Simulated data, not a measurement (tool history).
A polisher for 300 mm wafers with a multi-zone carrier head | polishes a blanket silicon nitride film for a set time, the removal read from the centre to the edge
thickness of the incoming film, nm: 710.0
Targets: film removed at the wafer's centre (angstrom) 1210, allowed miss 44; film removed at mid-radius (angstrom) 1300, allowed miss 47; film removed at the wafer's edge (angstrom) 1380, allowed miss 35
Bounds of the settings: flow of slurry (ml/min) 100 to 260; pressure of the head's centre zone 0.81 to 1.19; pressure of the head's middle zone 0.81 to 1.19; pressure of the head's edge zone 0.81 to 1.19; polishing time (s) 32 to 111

run,hour,flow of slurry (ml/min),pressure of the head's centre zone,pressure of the head's middle zone,pressure of the head's edge zone,polishing time (s),film removed at the wafer's centre (angstrom),film removed at mid-radius (angstrom),film removed at the wafer's edge (angstrom)
1,0,165,1,1,1,71,1618.4,1667.7,1614.2
2,4,190,1,1,1,71,1689.2,1698.5,1633.9
3,7.4,185,0.98,0.98,0.99,70,1592.2,1646.7,1617.2
4,10.6,145,0.98,0.98,0.99,70,1545.6,1568.5,1556.9
5,16.7,185,0.98,0.98,0.99,70,1612.5,1629.8,1610.3
6,22.2,185,0.98,0.98,0.99,77,1741.5,1806.5,1765.5
7,27.4,180,0.96,0.97,0.97,75,1684.2,1736.5,1697.8
8,28.6,175,0.94,0.96,0.96,74,1650.6,1657.4,1687.7
9,35.9,170,0.93,0.96,0.96,72,1590.9,1626.4,1595.6
10,42.3,165,0.91,0.95,0.97,71,1508,1585.8,1582.8
11,50.7,160,0.9,0.94,0.97,70,1441.3,1530.9,1549.6
12,58.7,110,0.83,0.84,0.87,67,1112.3,1235.1,1331.8
13,62.2,115,0.83,0.84,0.87,67,1163.6,1252.6,1349
14,70.6,115,0.83,0.84,0.87,67,1170,1223,1362.2
15,76.4,115,0.83,0.85,0.87,67,1156.7,1228.2,1343.2

4 next moves are on the table. One of them brings every result within its allowed miss. Which?
A,82.2,100,0.81,0.81,0.92,70,?,?,?
B,82.2,120,0.81,0.86,0.88,63,?,?,?
C,82.2,105,0.86,0.88,0.9,69,?,?,?
D,82.2,120,0.86,0.95,0.81,67,?,?,?

move,film removed at the wafer's centre (angstrom),film removed at mid-radius (angstrom),film removed at the wafer's edge (angstrom)
A,1125.9,1199.6,1381.6
B,1082.8,1200.7,1266
C,1202.5,1286.6,1362
D,1224.1,1386.7,1296
A: further off than the last run
B: further off than the last run
C: meets every target
D: takes the result that was furthest off past its target
The right move is C.

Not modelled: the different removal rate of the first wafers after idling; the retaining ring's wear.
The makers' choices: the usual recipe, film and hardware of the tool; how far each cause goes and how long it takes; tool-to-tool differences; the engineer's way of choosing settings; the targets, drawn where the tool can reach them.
